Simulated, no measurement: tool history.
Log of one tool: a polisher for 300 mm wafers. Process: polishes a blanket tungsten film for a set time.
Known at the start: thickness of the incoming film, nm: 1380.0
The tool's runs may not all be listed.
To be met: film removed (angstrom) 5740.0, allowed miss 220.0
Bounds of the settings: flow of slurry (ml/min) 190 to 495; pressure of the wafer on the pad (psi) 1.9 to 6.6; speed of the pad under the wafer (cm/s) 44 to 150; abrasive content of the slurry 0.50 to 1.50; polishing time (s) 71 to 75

run,hour,flow of slurry (ml/min),pressure of the wafer on the pad (psi),speed of the pad under the wafer (cm/s),abrasive content of the slurry,polishing time (s),film removed (angstrom)
1,0.0,320,4.2,96,1.00,71,3490.9
2,4.6,320,4.2,82,1.00,71,3048.9
3,12.9,320,4.2,106,1.00,71,3837.1
4,14.1,320,4.2,128,1.00,71,4590.6
5,21.6,320,4.2,128,0.85,71,4377.1
6,25.2,320,4.3,128,0.85,71,4552.0
7,28.7,320,4.4,128,0.85,71,4563.0
8,34.0,320,4.5,128,0.85,71,4761.1

5 next moves are on the table. One of them brings every result within its allowed miss. Which?
A,39.3,305,4.4,138,1.00,71,?
B,39.3,295,4.9,136,0.85,75,?
C,39.3,275,4.9,124,0.75,75,?
D,39.3,310,4.2,114,0.90,71,?
E,39.3,290,3.9,150,0.85,75,?

move,film removed (angstrom)
A,5280.5
B,5829.2
C,5119.7
D,4075.7
E,5134.0
A: nearer than the last run, and not there yet
B: meets every target
C: nearer than the last run, and not there yet
D: further off than the last run
E: nearer than the last run, and not there yet
Move B is the one to make.
